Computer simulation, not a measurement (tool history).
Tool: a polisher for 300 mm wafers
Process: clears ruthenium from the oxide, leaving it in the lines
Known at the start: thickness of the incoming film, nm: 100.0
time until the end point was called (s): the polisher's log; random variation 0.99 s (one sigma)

run	hour	flow of slurry (ml/min)	pressure of the wafer on the pad (kPa)	speed of the pad under the wafer (m/s)	overpolish time after the end point (s)	time until the end point was called (s)
1	0.0	240	10.3	0.90	14	119.57
2	7.1	240	10.3	0.98	14	108.96
3	8.6	300	10.3	0.98	14	106.25
4	15.4	300	8.3	0.98	14	134.56
5	22.2	300	6.9	0.98	14	155.54
6	26.5	300	6.9	1.18	14	132.47

Run 7 comes next. What will it give?
7	32.7	300	7.6	1.18	14	?

{"run 7": {"time until the end point was called (s)": 120.73}}
